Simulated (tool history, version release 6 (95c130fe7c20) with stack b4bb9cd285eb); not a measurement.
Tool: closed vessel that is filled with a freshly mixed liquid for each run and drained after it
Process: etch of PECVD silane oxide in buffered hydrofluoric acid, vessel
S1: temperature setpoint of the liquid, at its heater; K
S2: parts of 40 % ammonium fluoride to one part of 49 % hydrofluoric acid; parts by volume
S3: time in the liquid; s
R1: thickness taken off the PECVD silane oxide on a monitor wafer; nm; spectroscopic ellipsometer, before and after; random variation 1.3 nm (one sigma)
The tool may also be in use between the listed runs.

run,hour,S1,S2,S3,R1
1,0.0,293.15,14.0,35,51.323
2,3.1,290.15,14.0,35,43.352
3,5.2,293.15,11.5,35,61.130
4,10.5,293.15,11.5,30,53.285
# hour 18.4: hydrofluoric acid flow meter replaced
5,18.4,295.65,9.5,30,78.932
6,23.4,297.15,8.5,30,93.859
7,29.7,298.15,8.0,30,107.200
8,36.4,299.15,7.5,30,119.880
9,41.1,301.15,6.0,30,164.520
10,44.8,301.15,6.0,30,164.090

The next listed run, before its measurement:
11,47.4,301.15,6.0,30,?

{"run 11": {"R1": 165.08}}
